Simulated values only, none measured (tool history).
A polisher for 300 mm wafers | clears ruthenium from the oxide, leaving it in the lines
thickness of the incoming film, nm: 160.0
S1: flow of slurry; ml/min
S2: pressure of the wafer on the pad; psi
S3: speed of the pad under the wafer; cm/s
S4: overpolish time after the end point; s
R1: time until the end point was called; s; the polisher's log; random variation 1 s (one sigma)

| run | hour | S1 | S2 | S3 | S4 | R1 |
|---|---|---|---|---|---|---|
| 1 | 0.0 | 150 | 2.7 | 114 | 7 | 112.300 |
| 2 | 2.9 | 175 | 2.7 | 114 | 7 | 105.950 |
| 3 | 10.0 | 175 | 2.7 | 94 | 7 | 129.430 |
| 4 | 11.4 | 175 | 3.2 | 94 | 7 | 109.240 |
| 5 | 12.1 | 175 | 3.2 | 94 | 7 | 108.720 |
| 6 | 18.6 | 175 | 3.2 | 94 | 7 | 111.660 |
| 7 | 23.0 | 180 | 3.4 | 98 | 7 | 98.685 |
| 8 | 30.0 | 180 | 3.6 | 100 | 7 | 91.108 |
| 9 | 37.2 | 180 | 3.7 | 102 | 7 | 85.589 |
| 10 | 40.3 | 180 | 3.8 | 102 | 7 | 84.115 |

The next listed run, before its measurement:
| 11 | 43.3 | 180 | 3.9 | 104 | 7 | ? |

R1: 79.849 s

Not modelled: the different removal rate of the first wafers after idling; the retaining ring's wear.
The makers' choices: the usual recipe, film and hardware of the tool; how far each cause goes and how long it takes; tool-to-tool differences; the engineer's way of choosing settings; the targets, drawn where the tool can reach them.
